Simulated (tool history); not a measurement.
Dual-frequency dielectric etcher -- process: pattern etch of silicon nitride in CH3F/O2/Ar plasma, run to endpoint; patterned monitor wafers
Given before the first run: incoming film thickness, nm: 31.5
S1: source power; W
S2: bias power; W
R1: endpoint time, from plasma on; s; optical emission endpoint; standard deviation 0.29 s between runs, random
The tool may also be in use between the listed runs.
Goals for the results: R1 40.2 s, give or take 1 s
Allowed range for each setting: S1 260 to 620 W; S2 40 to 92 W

run,hour,S1,S2,R1
1,0,440,66,46.756
2,8.1,490,66,45.045
3,13.7,510,67,42.884
4,18.5,510,72,42.37
5,26.5,520,72,42.265
6,32.2,530,72,41.526
7,32.8,540,72,41.454
8,39,550,72,41.613

Consider the 5 candidate settings below. Which is the only one whose results all fall within their allowed miss of target?
A,45.2,570,67,?
B,45.2,560,62,?
C,45.2,560,61,?
D,45.2,520,80,?
E,45.2,520,68,?

move,R1
A,41.77
B,43.465
C,43.78
D,39.692
E,42.666
A: the biggest miss grows against the last run
B: the biggest miss grows against the last run
C: the biggest miss grows against the last run
D: each result inside its tolerance
E: the biggest miss grows against the last run
Go with D: it meets all targets.

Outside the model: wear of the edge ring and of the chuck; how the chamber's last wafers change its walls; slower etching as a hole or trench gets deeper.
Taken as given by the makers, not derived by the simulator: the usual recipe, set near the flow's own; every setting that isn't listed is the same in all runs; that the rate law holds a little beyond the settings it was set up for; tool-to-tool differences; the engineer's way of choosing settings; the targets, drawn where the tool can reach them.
